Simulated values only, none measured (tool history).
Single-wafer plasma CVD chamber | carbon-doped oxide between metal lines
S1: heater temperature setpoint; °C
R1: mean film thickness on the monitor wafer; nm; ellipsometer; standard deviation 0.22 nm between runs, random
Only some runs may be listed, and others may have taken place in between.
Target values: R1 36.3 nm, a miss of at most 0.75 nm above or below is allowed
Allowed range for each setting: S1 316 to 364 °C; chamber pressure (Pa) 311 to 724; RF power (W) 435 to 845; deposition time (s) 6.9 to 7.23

{"run": 1, "hour": 0.0, "S1": 340, "chamber pressure (Pa)": 517, "RF power (W)": 640, "deposition time (s)": 7.23, "R1": 41.004}
{"run": 2, "hour": 8.6, "S1": 343, "chamber pressure (Pa)": 492, "RF power (W)": 620, "deposition time (s)": 7.22, "R1": 39.873}
{"run": 3, "hour": 11.9, "S1": 343, "chamber pressure (Pa)": 492, "RF power (W)": 620, "deposition time (s)": 7.23, "R1": 39.473}
{"run": 4, "hour": 14.1, "S1": 343, "chamber pressure (Pa)": 492, "RF power (W)": 620, "deposition time (s)": 7.23, "R1": 39.875}
{"run": 5, "hour": 17.5, "S1": 345, "chamber pressure (Pa)": 480, "RF power (W)": 600, "deposition time (s)": 7.21, "R1": 38.336}
{"run": 6, "hour": 21.3, "S1": 345, "chamber pressure (Pa)": 424, "RF power (W)": 600, "deposition time (s)": 7.21, "R1": 38.334}
{"run": 7, "hour": 29.6, "S1": 347, "chamber pressure (Pa)": 420, "RF power (W)": 595, "deposition time (s)": 7.21, "R1": 37.626}
{"run": 8, "hour": 37.7, "S1": 348, "chamber pressure (Pa)": 415, "RF power (W)": 590, "deposition time (s)": 7.21, "R1": 37.513}
{"run": 9, "hour": 42.7, "S1": 348, "chamber pressure (Pa)": 415, "RF power (W)": 590, "deposition time (s)": 7.21, "R1": 37.382}

Exercise: of the 4 proposed moves below, exactly one satisfies all targets within the stated allowed misses. Which move is it?
{"run": "A", "hour": 47.7, "S1": 352, "chamber pressure (Pa)": 541, "RF power (W)": 590, "deposition time (s)": 6.9, "R1": "?"}
{"run": "B", "hour": 47.7, "S1": 340, "chamber pressure (Pa)": 335, "RF power (W)": 520, "deposition time (s)": 7.15, "R1": "?"}
{"run": "C", "hour": 47.7, "S1": 336, "chamber pressure (Pa)": 404, "RF power (W)": 615, "deposition time (s)": 6.9, "R1": "?"}
{"run": "D", "hour": 47.7, "S1": 342, "chamber pressure (Pa)": 412, "RF power (W)": 625, "deposition time (s)": 7.11, "R1": "?"}

move=A R1=36.332
move=B R1=33.855
move=C R1=37.849
move=D R1=38.826
A: each result inside its tolerance
B: takes the biggest miss from the last run beyond its target
C: misses by more than the last run did
D: misses by more than the last run did
The right move is A.
